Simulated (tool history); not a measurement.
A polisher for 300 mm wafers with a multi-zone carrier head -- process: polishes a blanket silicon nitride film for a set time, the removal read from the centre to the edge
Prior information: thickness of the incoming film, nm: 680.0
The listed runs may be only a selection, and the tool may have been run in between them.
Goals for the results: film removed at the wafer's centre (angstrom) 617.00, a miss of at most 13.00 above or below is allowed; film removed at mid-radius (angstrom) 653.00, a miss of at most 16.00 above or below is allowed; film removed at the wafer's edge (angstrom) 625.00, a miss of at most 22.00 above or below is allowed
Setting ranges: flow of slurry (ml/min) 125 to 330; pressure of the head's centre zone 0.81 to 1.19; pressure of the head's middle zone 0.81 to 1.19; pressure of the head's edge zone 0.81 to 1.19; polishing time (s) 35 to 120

run,hour,flow of slurry (ml/min),pressure of the head's centre zone,pressure of the head's middle zone,pressure of the head's edge zone,polishing time (s),film removed at the wafer's centre (angstrom),film removed at mid-radius (angstrom),film removed at the wafer's edge (angstrom)
1,0.0,210,1.00,1.00,1.00,77,877.22,857.23,862.49
2,5.3,205,0.97,0.99,0.94,71,787.53,789.77,763.58
3,10.7,190,0.93,0.96,0.90,68,720.31,721.52,714.69
4,15.7,165,0.93,0.96,0.90,68,691.51,705.34,702.36
5,21.4,165,0.93,0.96,0.84,68,693.22,704.44,687.45
6,26.8,165,0.93,1.00,0.84,68,700.47,735.19,686.27
7,29.7,165,0.92,0.99,0.83,66,670.12,707.45,668.70
8,37.6,145,0.90,0.97,0.81,61,582.17,623.65,596.91
9,45.8,155,0.90,0.97,0.82,61,595.32,632.43,603.59
10,51.2,165,0.90,0.97,0.83,61,602.40,639.84,615.46

Which single option among these 4 for the next run brings every result within its allowed miss of target? Just one does.
A,56.6,125,0.85,0.92,0.85,67,?,?,?
B,56.6,160,0.90,0.99,0.85,60,?,?,?
C,56.6,135,0.91,0.97,0.81,65,?,?,?
D,56.6,190,0.89,0.96,0.84,59,?,?,?

move,film removed at the wafer's centre (angstrom),film removed at mid-radius (angstrom),film removed at the wafer's edge (angstrom)
A,573.60,621.09,650.53
B,583.29,628.21,607.58
C,610.78,642.99,626.56
D,588.17,621.89,608.86
A: further off than the last run
B: further off than the last run
C: every result within its allowed miss
D: further off than the last run
C is the move that brings every result within its allowed miss.

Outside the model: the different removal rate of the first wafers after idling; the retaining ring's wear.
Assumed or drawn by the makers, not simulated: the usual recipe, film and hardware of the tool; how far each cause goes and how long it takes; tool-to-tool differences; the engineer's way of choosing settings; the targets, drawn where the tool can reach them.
